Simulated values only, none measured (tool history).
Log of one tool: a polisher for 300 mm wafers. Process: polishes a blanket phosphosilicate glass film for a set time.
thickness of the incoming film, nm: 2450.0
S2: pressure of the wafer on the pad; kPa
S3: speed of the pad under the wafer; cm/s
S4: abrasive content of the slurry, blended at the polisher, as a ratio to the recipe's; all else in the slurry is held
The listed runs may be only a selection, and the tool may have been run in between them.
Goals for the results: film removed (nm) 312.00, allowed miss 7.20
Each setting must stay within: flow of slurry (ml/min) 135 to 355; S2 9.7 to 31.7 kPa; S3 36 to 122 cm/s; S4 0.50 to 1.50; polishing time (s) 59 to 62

Run 1, hour 0.0: flow of slurry (ml/min) 225, S2 20.7 kPa, S3 78 cm/s, S4 1.00, polishing time (s) 59. Result: film removed (nm) 468.63.
Run 2, hour 8.2: flow of slurry (ml/min) 220, S2 18.6 kPa, S3 78 cm/s, S4 1.00, polishing time (s) 59. Result: film removed (nm) 421.15.
Run 3, hour 10.0: flow of slurry (ml/min) 215, S2 17.2 kPa, S3 78 cm/s, S4 1.00, polishing time (s) 59. Result: film removed (nm) 392.45.
Run 4, hour 18.1: flow of slurry (ml/min) 215, S2 15.2 kPa, S3 78 cm/s, S4 1.00, polishing time (s) 59. Result: film removed (nm) 346.92.
Run 5, hour 23.5: flow of slurry (ml/min) 215, S2 15.2 kPa, S3 78 cm/s, S4 0.90, polishing time (s) 59. Result: film removed (nm) 336.17.
Run 6, hour 25.2: flow of slurry (ml/min) 215, S2 15.2 kPa, S3 92 cm/s, S4 0.90, polishing time (s) 59. Result: film removed (nm) 377.23.
Run 7, hour 27.3: flow of slurry (ml/min) 210, S2 14.5 kPa, S3 92 cm/s, S4 0.90, polishing time (s) 59. Result: film removed (nm) 362.39.
Run 8, hour 27.8: flow of slurry (ml/min) 205, S2 13.8 kPa, S3 92 cm/s, S4 0.90, polishing time (s) 59. Result: film removed (nm) 338.02.
Run 9, hour 36.2: flow of slurry (ml/min) 195, S2 13.8 kPa, S3 92 cm/s, S4 0.90, polishing time (s) 59. Result: film removed (nm) 338.59.
Run 10, hour 39.9: flow of slurry (ml/min) 195, S2 13.8 kPa, S3 92 cm/s, S4 0.90, polishing time (s) 59. Result: film removed (nm) 340.73.
Run 11, hour 48.8: flow of slurry (ml/min) 185, S2 13.8 kPa, S3 92 cm/s, S4 0.90, polishing time (s) 59. Result: film removed (nm) 341.96.
Run 12, hour 52.7: flow of slurry (ml/min) 185, S2 13.1 kPa, S3 92 cm/s, S4 0.90, polishing time (s) 59. Result: film removed (nm) 322.78.
Run 13, hour 59.6: flow of slurry (ml/min) 180, S2 13.1 kPa, S3 92 cm/s, S4 0.90, polishing time (s) 59. Result: film removed (nm) 321.09.

Which single option among these 5 for the next run brings every result within its allowed miss of target? Just one does.
Run A, hour 66.5: flow of slurry (ml/min) 220, S2 16.5 kPa, S3 74 cm/s, S4 0.85, polishing time (s) 59. Result: film removed (nm) ?.
Run B, hour 66.5: flow of slurry (ml/min) 165, S2 13.1 kPa, S3 90 cm/s, S4 1.05, polishing time (s) 59. Result: film removed (nm) ?.
Run C, hour 66.5: flow of slurry (ml/min) 175, S2 11.0 kPa, S3 102 cm/s, S4 0.95, polishing time (s) 61. Result: film removed (nm) ?.
Run D, hour 66.5: flow of slurry (ml/min) 160, S2 15.9 kPa, S3 74 cm/s, S4 1.00, polishing time (s) 59. Result: film removed (nm) ?.
Run E, hour 66.5: flow of slurry (ml/min) 205, S2 11.0 kPa, S3 114 cm/s, S4 0.85, polishing time (s) 62. Result: film removed (nm) ?.

move  film removed (nm)
   A             339.68
   B             329.04
   C             310.84
   D             329.75
   E             339.15
A: further off than the last run
B: further off than the last run
C: hits every target within its allowed miss
D: further off than the last run
E: further off than the last run
So the answer is move C, the one that meets all the targets.

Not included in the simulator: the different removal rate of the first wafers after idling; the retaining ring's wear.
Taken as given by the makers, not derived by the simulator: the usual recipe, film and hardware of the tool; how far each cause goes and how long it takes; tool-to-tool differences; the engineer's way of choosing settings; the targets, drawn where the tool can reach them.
